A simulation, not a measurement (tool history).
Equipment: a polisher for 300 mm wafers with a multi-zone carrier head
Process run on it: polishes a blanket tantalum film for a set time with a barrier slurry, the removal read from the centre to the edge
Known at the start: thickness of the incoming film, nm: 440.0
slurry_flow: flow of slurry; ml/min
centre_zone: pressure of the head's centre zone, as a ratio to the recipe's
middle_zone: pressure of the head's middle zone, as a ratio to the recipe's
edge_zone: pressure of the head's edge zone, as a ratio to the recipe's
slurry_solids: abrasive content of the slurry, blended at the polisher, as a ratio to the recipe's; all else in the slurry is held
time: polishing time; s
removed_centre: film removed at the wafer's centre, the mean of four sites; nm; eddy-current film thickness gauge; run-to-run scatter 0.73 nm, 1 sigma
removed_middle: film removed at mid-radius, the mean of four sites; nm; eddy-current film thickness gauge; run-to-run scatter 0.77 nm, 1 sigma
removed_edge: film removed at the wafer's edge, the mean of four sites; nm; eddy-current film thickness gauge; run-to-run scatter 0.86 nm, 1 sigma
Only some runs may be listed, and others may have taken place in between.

Run 1, day 0: slurry_flow 220 ml/min, centre_zone 1, middle_zone 1, edge_zone 1, slurry_solids 1, time 31 s. Result: removed_centre 46.547 nm, removed_middle 47.209 nm, removed_edge 46.709 nm.
Run 2, day 0.067: slurry_flow 220 ml/min, centre_zone 0.99, middle_zone 1.01, edge_zone 1.02, slurry_solids 1.05, time 31 s. Result: removed_centre 47.841 nm, removed_middle 48.059 nm, removed_edge 47.808 nm.
Run 3, day 0.138: slurry_flow 170 ml/min, centre_zone 0.99, middle_zone 1.01, edge_zone 1.02, slurry_solids 1.05, time 31 s. Result: removed_centre 46.416 nm, removed_middle 46.858 nm, removed_edge 46.538 nm.
Run 4, day 0.317: slurry_flow 170 ml/min, centre_zone 0.99, middle_zone 1.01, edge_zone 1.02, slurry_solids 0.95, time 31 s. Result: removed_centre 43.776 nm, removed_middle 45.567 nm, removed_edge 44.369 nm.
Run 5, day 0.596: slurry_flow 170 ml/min, centre_zone 0.99, middle_zone 1.01, edge_zone 1.02, slurry_solids 0.95, time 35 s. Result: removed_centre 49.862 nm, removed_middle 50.46 nm, removed_edge 50.611 nm.
Run 6, day 0.692: slurry_flow 175 ml/min, centre_zone 0.98, middle_zone 1.02, edge_zone 1.03, slurry_solids 0.95, time 35 s. Result: removed_centre 49.904 nm, removed_middle 51.439 nm, removed_edge 49.177 nm.
Run 7, day 0.762: slurry_flow 180 ml/min, centre_zone 0.96, middle_zone 1.01, edge_zone 1.03, slurry_solids 1, time 35 s. Result: removed_centre 48.169 nm, removed_middle 51.798 nm, removed_edge 51.394 nm.
Run 8, day 0.917: slurry_flow 185 ml/min, centre_zone 0.96, middle_zone 1.02, edge_zone 1.03, slurry_solids 1.05, time 35 s. Result: removed_centre 50.357 nm, removed_middle 54.32 nm, removed_edge 53.643 nm.

The next listed run, before its measurement:
Run 9, day 0.975: slurry_flow 190 ml/min, centre_zone 0.96, middle_zone 1.02, edge_zone 1.03, slurry_solids 1.05, time 35 s. Result: removed_centre ?, removed_middle ?, removed_edge ?.

removed_centre: 50.558 nm
removed_middle: 53.146 nm
removed_edge: 52.486 nm
